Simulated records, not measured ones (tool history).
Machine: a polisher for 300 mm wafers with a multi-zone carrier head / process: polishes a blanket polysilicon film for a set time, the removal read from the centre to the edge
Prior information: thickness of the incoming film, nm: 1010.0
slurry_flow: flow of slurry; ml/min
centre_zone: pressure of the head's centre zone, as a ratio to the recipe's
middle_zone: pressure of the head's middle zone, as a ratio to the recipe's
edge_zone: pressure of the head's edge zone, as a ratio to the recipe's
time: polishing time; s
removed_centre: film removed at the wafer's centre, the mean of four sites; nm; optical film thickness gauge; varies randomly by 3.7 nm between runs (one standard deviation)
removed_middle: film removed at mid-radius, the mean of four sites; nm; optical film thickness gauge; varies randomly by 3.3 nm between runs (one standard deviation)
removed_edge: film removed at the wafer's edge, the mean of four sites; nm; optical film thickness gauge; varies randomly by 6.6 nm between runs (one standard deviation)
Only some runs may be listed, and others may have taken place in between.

run  hour  slurry_flow  centre_zone  middle_zone  edge_zone  time  removed_centre  removed_middle  removed_edge
  1   0.0          205         1.00         1.00       1.00    53          416.00          416.32        418.10
  2   3.5          205         0.96         1.00       1.00    53          394.48          417.20        418.27
  3   8.2          215         1.01         1.00       1.06    57          446.32          449.62        461.47
  4  10.4          215         1.01         1.05       1.06    57          449.16          468.55        464.59
  5  13.4          215         1.01         0.98       1.06    57          450.77          443.91        469.26
  6  17.6          215         1.05         0.98       1.06    57          460.14          443.82        478.83

Run 7 has not been measured yet. What should we expect?
  7  24.2          240         1.10         0.98       1.05    59               ?               ?             ?

removed_centre: 515.56 nm
removed_middle: 461.84 nm
removed_edge: 489.57 nm
